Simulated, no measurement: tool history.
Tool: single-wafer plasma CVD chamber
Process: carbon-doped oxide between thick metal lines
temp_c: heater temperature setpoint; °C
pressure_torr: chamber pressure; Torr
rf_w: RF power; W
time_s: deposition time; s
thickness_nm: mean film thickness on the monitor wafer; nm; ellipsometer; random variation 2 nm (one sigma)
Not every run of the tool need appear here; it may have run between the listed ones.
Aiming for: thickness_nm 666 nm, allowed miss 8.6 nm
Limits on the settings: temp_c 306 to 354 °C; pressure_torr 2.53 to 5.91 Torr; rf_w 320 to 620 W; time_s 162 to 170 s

run  hour  temp_c  pressure_torr  rf_w  time_s  thickness_nm
  1     0     330           4.22   470     170        789.95
  2   3.7     334           3.89   460     170        759.66
  3  10.2     334           3.62   460     170        750.14
  4    17     334           3.62   460     162        711.19
  5  24.4     334           4.21   460     162        734.84
     32.7  -- thermocouple changed; heater temperature recalibrated
  6  32.7     337           4.02   460     162        730.42
  7  33.4     337           3.71   455     162        715.43
  8  37.2     337           3.46   450     162        700.09

Next run, 5 choices. One meets every target within its allowed miss, the rest don't. Which?
  A    41     329            3.1   425     163             ?
  B    41     336           3.19   440     163             ?
  C    41     344           3.41   435     167             ?
  D    41     333           3.07   415     164             ?
  E    41     334           3.46   425     163             ?

move  thickness_nm
   A        684.68
   B        691.52
   C        693.99
   D        668.91
   E        685.11
A: better than the last run, though not everything is in spec
B: better than the last run, though not everything is in spec
C: better than the last run, though not everything is in spec
D: each result inside its tolerance
E: better than the last run, though not everything is in spec
The right move is D.
